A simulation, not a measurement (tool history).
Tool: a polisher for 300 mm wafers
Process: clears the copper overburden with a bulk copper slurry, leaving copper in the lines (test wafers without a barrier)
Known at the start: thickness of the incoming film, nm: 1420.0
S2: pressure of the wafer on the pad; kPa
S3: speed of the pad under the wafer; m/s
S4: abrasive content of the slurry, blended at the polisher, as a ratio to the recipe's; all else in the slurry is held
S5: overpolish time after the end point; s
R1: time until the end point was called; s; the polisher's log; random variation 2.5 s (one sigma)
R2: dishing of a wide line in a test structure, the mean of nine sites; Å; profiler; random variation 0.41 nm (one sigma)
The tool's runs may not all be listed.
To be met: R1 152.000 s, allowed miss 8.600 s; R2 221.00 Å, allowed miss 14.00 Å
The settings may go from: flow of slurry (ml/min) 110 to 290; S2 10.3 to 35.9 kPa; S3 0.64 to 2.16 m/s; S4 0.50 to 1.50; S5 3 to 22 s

Run 1, hour 0.0: flow of slurry (ml/min) 185, S2 22.8 kPa, S3 1.40 m/s, S4 1.00, S5 11 s. Result: R1 95.012 s, R2 239.50 Å.
Run 2, hour 7.5: flow of slurry (ml/min) 230, S2 22.8 kPa, S3 1.40 m/s, S4 1.00, S5 11 s. Result: R1 89.839 s, R2 242.31 Å.
Run 3, hour 13.3: flow of slurry (ml/min) 210, S2 22.8 kPa, S3 1.40 m/s, S4 1.00, S5 11 s. Result: R1 92.395 s, R2 230.21 Å.
Run 4, hour 16.3: flow of slurry (ml/min) 210, S2 20.0 kPa, S3 1.38 m/s, S4 1.00, S5 11 s. Result: R1 103.830 s, R2 245.66 Å.
Run 5, hour 23.0: flow of slurry (ml/min) 185, S2 21.4 kPa, S3 1.22 m/s, S4 0.95, S5 9 s. Result: R1 112.420 s, R2 232.29 Å.
Run 6, hour 24.5: flow of slurry (ml/min) 180, S2 20.0 kPa, S3 1.18 m/s, S4 0.90, S5 7 s. Result: R1 122.580 s, R2 219.09 Å.
Run 7, hour 26.6: flow of slurry (ml/min) 185, S2 15.2 kPa, S3 1.12 m/s, S4 0.95, S5 11 s. Result: R1 165.760 s, R2 224.61 Å.
Run 8, hour 34.8: flow of slurry (ml/min) 185, S2 15.9 kPa, S3 1.12 m/s, S4 0.95, S5 10 s. Result: R1 163.090 s, R2 225.75 Å.

Which of these 5 next moves meets every target?
Run A, hour 43.0: flow of slurry (ml/min) 175, S2 17.2 kPa, S3 1.12 m/s, S4 0.95, S5 9 s. Result: R1 ?, R2 ?.
Run B, hour 43.0: flow of slurry (ml/min) 210, S2 10.3 kPa, S3 1.40 m/s, S4 1.40, S5 22 s. Result: R1 ?, R2 ?.
Run C, hour 43.0: flow of slurry (ml/min) 200, S2 17.2 kPa, S3 0.88 m/s, S4 1.00, S5 9 s. Result: R1 ?, R2 ?.
Run D, hour 43.0: flow of slurry (ml/min) 175, S2 15.9 kPa, S3 1.04 m/s, S4 0.85, S5 8 s. Result: R1 ?, R2 ?.
Run E, hour 43.0: flow of slurry (ml/min) 235, S2 10.3 kPa, S3 1.52 m/s, S4 1.05, S5 15 s. Result: R1 ?, R2 ?.

move       R1      R2
   A  152.580  225.98
   B  187.760  225.77
   C  179.510  218.84
   D  178.530  211.59
   E  181.350  223.23
A: meets every target
B: further off than the last run
C: further off than the last run
D: further off than the last run
E: further off than the last run
Answer: A

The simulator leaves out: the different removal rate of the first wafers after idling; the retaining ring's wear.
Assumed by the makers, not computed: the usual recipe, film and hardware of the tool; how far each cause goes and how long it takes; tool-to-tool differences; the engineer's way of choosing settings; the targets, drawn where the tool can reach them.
